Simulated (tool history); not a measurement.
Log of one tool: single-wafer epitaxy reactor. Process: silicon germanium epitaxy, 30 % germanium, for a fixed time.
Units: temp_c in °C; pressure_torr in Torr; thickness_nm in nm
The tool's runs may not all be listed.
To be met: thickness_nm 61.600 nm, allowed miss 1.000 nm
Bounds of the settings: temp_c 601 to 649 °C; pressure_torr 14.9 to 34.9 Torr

run    day  temp_c  pressure_torr  thickness_nm
  1  0.000     625           24.9        96.863
  2  0.358     621           24.5        90.050
  3  0.438     611           24.5        75.329
  4  0.575     611           27.0        79.500
  5  0.858     620           27.0        92.930
  6  0.954     617           26.3        87.309
  7  1.288     614           25.7        81.560
  8  1.475     612           25.2        77.847
  9  1.850     610           24.9        74.614
 10  1.921     609           24.6        72.900

Which of these 4 next moves meets every target?
  A  1.992     601           23.4             ?
  B  1.992     609           30.9             ?
  C  1.992     611           30.0             ?
  D  1.992     605           23.0             ?

move  thickness_nm
   A        61.610
   B        81.644
   C        83.350
   D        65.568
A: meets every target
B: further off than the last run
C: further off than the last run
D: nearer than the last run, and not there yet
Answer: A
